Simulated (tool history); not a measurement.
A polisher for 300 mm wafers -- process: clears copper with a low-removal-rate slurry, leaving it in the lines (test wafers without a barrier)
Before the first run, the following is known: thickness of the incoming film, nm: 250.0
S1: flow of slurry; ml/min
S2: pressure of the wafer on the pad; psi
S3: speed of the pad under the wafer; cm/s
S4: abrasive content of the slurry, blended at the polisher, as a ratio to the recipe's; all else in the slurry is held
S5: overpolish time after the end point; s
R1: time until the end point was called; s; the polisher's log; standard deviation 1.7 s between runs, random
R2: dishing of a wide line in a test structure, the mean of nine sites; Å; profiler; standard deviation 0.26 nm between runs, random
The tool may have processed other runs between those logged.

Run 1, hour 0: S1 195 ml/min, S2 2.7 psi, S3 106 cm/s, S4 1, S5 9 s. Result: R1 92.087 s, R2 208.01 Å.
Run 2, hour 0.5: S1 195 ml/min, S2 2.7 psi, S3 106 cm/s, S4 1, S5 6 s. Result: R1 92.207 s, R2 148.03 Å.
Run 3, hour 3.4: S1 195 ml/min, S2 2.7 psi, S3 106 cm/s, S4 1, S5 9 s. Result: R1 91.489 s, R2 215.19 Å.
Run 4, hour 4.7: S1 195 ml/min, S2 2.7 psi, S3 106 cm/s, S4 0.9, S5 9 s. Result: R1 95.178 s, R2 208.63 Å.
Run 5, hour 13: S1 195 ml/min, S2 2.7 psi, S3 94 cm/s, S4 0.9, S5 9 s. Result: R1 108.28 s, R2 181.99 Å.
Run 6, hour 14.9: S1 195 ml/min, S2 2.7 psi, S3 94 cm/s, S4 0.9, S5 11 s. Result: R1 106.06 s, R2 232.01 Å.
Run 7, hour 17.2: S1 190 ml/min, S2 2.4 psi, S3 92 cm/s, S4 0.9, S5 11 s. Result: R1 122 s, R2 196.08 Å.

What will run 8 give?
Run 8, hour 23.5: S1 185 ml/min, S2 2.2 psi, S3 90 cm/s, S4 0.9, S5 11 s. Result: R1 ?, R2 ?.

R1: 137.84 s
R2: 179.65 Å
